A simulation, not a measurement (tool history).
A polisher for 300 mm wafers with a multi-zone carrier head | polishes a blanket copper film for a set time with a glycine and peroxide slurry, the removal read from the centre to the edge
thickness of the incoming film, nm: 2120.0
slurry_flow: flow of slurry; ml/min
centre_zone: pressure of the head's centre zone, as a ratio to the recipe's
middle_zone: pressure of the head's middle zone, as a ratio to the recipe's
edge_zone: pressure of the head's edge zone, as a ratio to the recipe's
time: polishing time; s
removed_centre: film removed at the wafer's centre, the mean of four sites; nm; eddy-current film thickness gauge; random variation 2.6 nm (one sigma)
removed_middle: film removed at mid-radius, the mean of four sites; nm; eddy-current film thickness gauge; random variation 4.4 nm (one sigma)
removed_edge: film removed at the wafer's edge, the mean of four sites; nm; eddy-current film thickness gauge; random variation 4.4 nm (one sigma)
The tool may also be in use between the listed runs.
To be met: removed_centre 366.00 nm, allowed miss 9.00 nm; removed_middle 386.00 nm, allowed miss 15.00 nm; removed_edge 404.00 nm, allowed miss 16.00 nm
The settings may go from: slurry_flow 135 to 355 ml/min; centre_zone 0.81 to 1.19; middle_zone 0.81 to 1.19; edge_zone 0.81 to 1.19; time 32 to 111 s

Run 1, hour 0.0: slurry_flow 225 ml/min, centre_zone 1.00, middle_zone 1.00, edge_zone 1.00, time 71 s. Result: removed_centre 438.38 nm, removed_middle 453.40 nm, removed_edge 442.20 nm.
Run 2, hour 1.8: slurry_flow 225 ml/min, centre_zone 1.00, middle_zone 1.00, edge_zone 1.00, time 79 s. Result: removed_centre 489.52 nm, removed_middle 484.31 nm, removed_edge 502.98 nm.
Run 3, hour 5.8: slurry_flow 215 ml/min, centre_zone 0.96, middle_zone 0.96, edge_zone 0.96, time 76 s. Result: removed_centre 453.77 nm, removed_middle 449.09 nm, removed_edge 467.49 nm.
Run 4, hour 10.4: slurry_flow 205 ml/min, centre_zone 0.92, middle_zone 0.95, edge_zone 0.93, time 74 s. Result: removed_centre 422.54 nm, removed_middle 436.30 nm, removed_edge 445.53 nm.
Run 5, hour 17.8: slurry_flow 160 ml/min, centre_zone 0.92, middle_zone 0.95, edge_zone 0.93, time 74 s. Result: removed_centre 409.93 nm, removed_middle 424.97 nm, removed_edge 440.15 nm.
Run 6, hour 23.8: slurry_flow 135 ml/min, centre_zone 0.92, middle_zone 0.95, edge_zone 0.93, time 74 s. Result: removed_centre 397.08 nm, removed_middle 417.02 nm, removed_edge 435.90 nm.
Run 7, hour 25.4: slurry_flow 140 ml/min, centre_zone 0.90, middle_zone 0.94, edge_zone 0.91, time 73 s. Result: removed_centre 386.84 nm, removed_middle 412.61 nm, removed_edge 420.98 nm.
Run 8, hour 28.0: slurry_flow 140 ml/min, centre_zone 0.89, middle_zone 0.92, edge_zone 0.90, time 72 s. Result: removed_centre 372.63 nm, removed_middle 392.23 nm, removed_edge 406.03 nm.

5 next moves are on the table. One of them brings every result within its allowed miss. Which?
Run A, hour 30.6: slurry_flow 150 ml/min, centre_zone 0.93, middle_zone 0.90, edge_zone 0.91, time 71 s. Result: removed_centre ?, removed_middle ?, removed_edge ?.
Run B, hour 30.6: slurry_flow 145 ml/min, centre_zone 0.89, middle_zone 0.85, edge_zone 0.86, time 74 s. Result: removed_centre ?, removed_middle ?, removed_edge ?.
Run C, hour 30.6: slurry_flow 135 ml/min, centre_zone 0.92, middle_zone 0.96, edge_zone 0.97, time 68 s. Result: removed_centre ?, removed_middle ?, removed_edge ?.
Run D, hour 30.6: slurry_flow 170 ml/min, centre_zone 0.88, middle_zone 0.82, edge_zone 0.82, time 73 s. Result: removed_centre ?, removed_middle ?, removed_edge ?.
Run E, hour 30.6: slurry_flow 215 ml/min, centre_zone 0.91, middle_zone 0.92, edge_zone 0.90, time 68 s. Result: removed_centre ?, removed_middle ?, removed_edge ?.

move  removed_centre  removed_middle  removed_edge
   A          394.31          390.21        408.62
   B          391.24          387.04        414.12
   C          368.42          388.80        399.23
   D          389.49          378.06        405.58
   E          386.24          395.84        400.80
A: further off than the last run
B: further off than the last run
C: meets every target
D: further off than the last run
E: further off than the last run
Answer: C
